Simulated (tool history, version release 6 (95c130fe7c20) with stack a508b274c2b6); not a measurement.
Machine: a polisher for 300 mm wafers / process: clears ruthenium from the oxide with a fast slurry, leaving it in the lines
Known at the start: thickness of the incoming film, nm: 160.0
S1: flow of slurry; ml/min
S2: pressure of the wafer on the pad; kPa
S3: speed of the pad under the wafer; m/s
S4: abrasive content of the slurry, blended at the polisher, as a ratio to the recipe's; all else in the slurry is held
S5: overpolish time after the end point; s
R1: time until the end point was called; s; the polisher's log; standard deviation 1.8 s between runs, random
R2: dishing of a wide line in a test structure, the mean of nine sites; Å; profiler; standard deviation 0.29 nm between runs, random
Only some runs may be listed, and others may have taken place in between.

run,day,S1,S2,S3,S4,S5,R1,R2
1,0.000,275,11.7,1.24,1.00,11,49.303,275.88
2,0.192,275,11.7,1.24,1.00,13,51.121,313.50
3,0.246,275,10.3,1.24,1.00,13,57.193,284.31
4,0.267,230,10.3,1.24,1.00,13,57.281,278.89
5,0.479,230,10.3,1.24,1.15,13,55.613,295.13
6,0.708,230,9.7,1.22,1.15,13,59.203,271.34
7,0.808,230,9.0,1.20,1.15,13,61.789,255.95
8,1.154,230,8.3,1.18,1.15,13,71.254,238.75

Expected results for the next run?
9,1.433,230,7.6,1.18,1.15,13,?,?

Run 9 came out at R1 80.177 s, R2 215.84 Å.
